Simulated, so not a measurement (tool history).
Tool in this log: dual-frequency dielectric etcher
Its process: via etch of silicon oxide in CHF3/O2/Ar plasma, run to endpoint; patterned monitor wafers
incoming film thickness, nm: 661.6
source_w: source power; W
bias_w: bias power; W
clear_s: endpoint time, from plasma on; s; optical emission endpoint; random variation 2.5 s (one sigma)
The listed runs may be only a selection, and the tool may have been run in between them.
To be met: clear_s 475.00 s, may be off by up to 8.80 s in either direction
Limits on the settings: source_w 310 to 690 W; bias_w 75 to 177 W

run  hour  source_w  bias_w  clear_s
  1   0.0       500     126   424.90
  2   3.4       500     149   396.32
  3   8.4       430     149   421.87
  4  13.7       370     149   456.46
  5  15.6       370     130   485.57
  6  20.2       370     107   534.17
  7  23.0       470     113   464.29
  8  31.7       460     113   464.77
  9  33.0       430     111   487.69

Which single option among these 5 for the next run brings every result within its allowed miss of target? Just one does.
  A  34.3       430     109        ?
  B  34.3       470      95        ?
  C  34.3       510     109        ?
  D  34.3       370     138        ?
  E  34.3       480      94        ?

move  clear_s
   A   487.46
   B   499.34
   C   448.03
   D   469.04
   E   496.75
A: no better and no worse than the last run
B: the biggest miss grows against the last run
C: moves the result that the last run missed by most past its target, out the other side
D: every result within its allowed miss
E: the biggest miss grows against the last run
The move that meets every target is D.
